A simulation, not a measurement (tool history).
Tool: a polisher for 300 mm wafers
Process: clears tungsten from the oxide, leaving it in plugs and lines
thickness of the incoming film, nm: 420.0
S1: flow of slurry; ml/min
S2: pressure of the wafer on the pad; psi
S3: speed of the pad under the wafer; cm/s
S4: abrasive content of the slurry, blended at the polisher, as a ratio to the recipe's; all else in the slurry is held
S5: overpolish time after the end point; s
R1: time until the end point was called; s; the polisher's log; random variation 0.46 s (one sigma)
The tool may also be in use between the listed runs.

{"run": 1, "hour": 0.0, "S1": 320, "S2": 3.6, "S3": 114, "S4": 1.0, "S5": 21, "R1": 64.854}
{"run": 2, "hour": 0.7, "S1": 320, "S2": 3.0, "S3": 114, "S4": 1.0, "S5": 21, "R1": 79.312}
{"run": 3, "hour": 4.5, "S1": 320, "S2": 3.0, "S3": 92, "S4": 1.0, "S5": 21, "R1": 98.527}
{"run": 4, "hour": 6.9, "S1": 320, "S2": 3.0, "S3": 108, "S4": 1.0, "S5": 21, "R1": 82.642}
{"run": 5, "hour": 12.4, "S1": 320, "S2": 3.3, "S3": 108, "S4": 1.0, "S5": 21, "R1": 75.637}
{"run": 6, "hour": 20.3, "S1": 320, "S2": 3.3, "S3": 108, "S4": 0.8, "S5": 21, "R1": 78.984}

Run 7 comes next. What will it give?
{"run": 7, "hour": 25.3, "S1": 325, "S2": 4.3, "S3": 110, "S4": 0.8, "S5": 21, "R1": "?"}

R1: 59.555 s
